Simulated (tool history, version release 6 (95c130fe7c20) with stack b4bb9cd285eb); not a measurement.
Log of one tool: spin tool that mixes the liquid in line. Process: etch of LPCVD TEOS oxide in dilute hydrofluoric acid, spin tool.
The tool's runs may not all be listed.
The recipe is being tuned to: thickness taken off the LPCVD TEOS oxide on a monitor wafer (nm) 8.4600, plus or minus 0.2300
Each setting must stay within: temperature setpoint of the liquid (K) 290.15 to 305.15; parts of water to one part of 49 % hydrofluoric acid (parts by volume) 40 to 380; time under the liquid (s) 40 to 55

run    day  temperature setpoint of the liquid (K)  parts of water to one part of 49 % hydrofluoric acid (parts by volume)  time under the liquid (s)  thickness taken off the LPCVD TEOS oxide on a monitor wafer (nm)
  1  0.000                                  297.15                                                                     210                         55                                                            6.4592
  2  0.204                                  299.15                                                                     210                         55                                                            6.9627
  3  0.350                                  299.15                                                                     210                         55                                                            7.0010
  4  0.571                                  300.15                                                                     210                         55                                                            7.1667
  5  0.888                                  300.15                                                                     210                         40                                                            5.2618
  6  1.217                                  300.65                                                                     190                         40                                                            6.0367
  7  1.504                                  301.15                                                                     170                         40                                                            7.0350
  8  1.758                                  301.15                                                                     170                         40                                                            7.0188
  9  1.917                                  301.65                                                                     160                         40                                                            7.7585
 10  1.962                                  301.65                                                                     160                         40                                                            7.7359

Which single option among these 5 for the next run brings every result within its allowed miss of target? Just one does.
  A  2.008                                  300.65                                                                     160                         40                                                                 ?
  B  2.008                                  301.15                                                                     190                         55                                                                 ?
  C  2.008                                  297.65                                                                     200                         55                                                                 ?
  D  2.008                                  302.65                                                                     205                         50                                                                 ?
  E  2.008                                  299.15                                                                     200                         50                                                                 ?

move  thickness taken off the LPCVD TEOS oxide on a monitor wafer (nm)
   A                                                            7.5058
   B                                                            8.5349
   C                                                            7.0630
   D                                                            7.4452
   E                                                            6.7817
A: its largest miss is bigger than the last run's
B: in spec on every target
C: its largest miss is bigger than the last run's
D: its largest miss is bigger than the last run's
E: its largest miss is bigger than the last run's
The move that meets every target is B.
